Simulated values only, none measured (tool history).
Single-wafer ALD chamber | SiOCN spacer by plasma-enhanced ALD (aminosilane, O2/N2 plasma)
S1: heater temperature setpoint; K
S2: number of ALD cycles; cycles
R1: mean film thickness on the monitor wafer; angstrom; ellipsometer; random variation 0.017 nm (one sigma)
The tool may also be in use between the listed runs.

run 1 day=0 | S1=693.15 S2=85 | R1=44.493
run 2 day=0.25 | S1=693.15 S2=90 | R1=47.523
run 3 day=0.383 | S1=688.15 S2=90 | R1=47.787
run 4 day=0.425 | S1=690.15 S2=82 | R1=43.609
run 5 day=0.688 | S1=694.15 S2=76 | R1=40.049
run 6 day=1.046 | S1=694.15 S2=88 | R1=45.878
run 7 day=1.292 | S1=699.15 S2=81 | R1=42.047
run 8 day=1.542 | S1=701.15 S2=76 | R1=39.128
run 9 day=1.829 | S1=704.15 S2=73 | R1=37.041
run 10 day=1.871 | S1=707.15 S2=72 | R1=36.399
run 11 day=1.946 | S1=712.15 S2=66 | R1=32.981
run 12 day=2.104 | S1=712.15 S2=66 | R1=33.142
run 13 day=2.304 | S1=711.15 S2=66 | R1=32.602
run 14 day=2.346 | S1=709.15 S2=66 | R1=32.728

Forecast run 15:
run 15 day=2.65 | S1=702.15 S2=68 | R1=?

{"run 15": {"R1": 34.75}}
